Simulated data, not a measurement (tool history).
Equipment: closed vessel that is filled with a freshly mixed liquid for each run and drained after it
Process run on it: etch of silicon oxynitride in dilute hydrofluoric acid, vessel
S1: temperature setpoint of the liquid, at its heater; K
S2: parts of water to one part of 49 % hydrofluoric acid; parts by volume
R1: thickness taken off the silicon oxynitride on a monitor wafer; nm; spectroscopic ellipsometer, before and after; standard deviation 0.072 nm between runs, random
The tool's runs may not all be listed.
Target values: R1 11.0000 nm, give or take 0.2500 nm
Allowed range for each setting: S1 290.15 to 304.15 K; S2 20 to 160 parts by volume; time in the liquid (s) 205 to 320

run 1 hour=0.0 | S1=296.15 S2=90 time_in_the_liquid_(s)=320 | R1=5.5272
run 2 hour=3.4 | S1=298.65 S2=80 time_in_the_liquid_(s)=320 | R1=7.0875
run 3 hour=7.4 | S1=300.65 S2=75 time_in_the_liquid_(s)=320 | R1=8.3213
run 4 hour=12.7 | S1=301.65 S2=70 time_in_the_liquid_(s)=320 | R1=9.3940
run 5 hour=21.4 | S1=301.65 S2=70 time_in_the_liquid_(s)=205 | R1=6.0312
run 6 hour=24.7 | S1=301.65 S2=70 time_in_the_liquid_(s)=320 | R1=9.3082
run 7 hour=30.5 | S1=302.65 S2=70 time_in_the_liquid_(s)=320 | R1=9.7317
run 8 hour=39.9 | S1=303.15 S2=70 time_in_the_liquid_(s)=320 | R1=9.9692
run 9 hour=48.7 | S1=304.15 S2=65 time_in_the_liquid_(s)=320 | R1=11.4070

Consider the 5 candidate settings below. Which is the only one whose results all fall within their allowed miss of target?
run A hour=57.5 | S1=302.65 S2=60 time_in_the_liquid_(s)=305 | R1=?
run B hour=57.5 | S1=304.15 S2=55 time_in_the_liquid_(s)=275 | R1=?
run C hour=57.5 | S1=303.65 S2=55 time_in_the_liquid_(s)=280 | R1=?
run D hour=57.5 | S1=303.15 S2=55 time_in_the_liquid_(s)=290 | R1=?
run E hour=57.5 | S1=300.15 S2=35 time_in_the_liquid_(s)=205 | R1=?

move=A R1=11.0830
move=B R1=11.7400
move=C R1=11.6840
move=D R1=11.8270
move=E R1=11.6450
A: meets every target
B: misses by more than the last run did
C: misses by more than the last run did
D: misses by more than the last run did
E: misses by more than the last run did
A is the move that brings every result within its allowed miss.
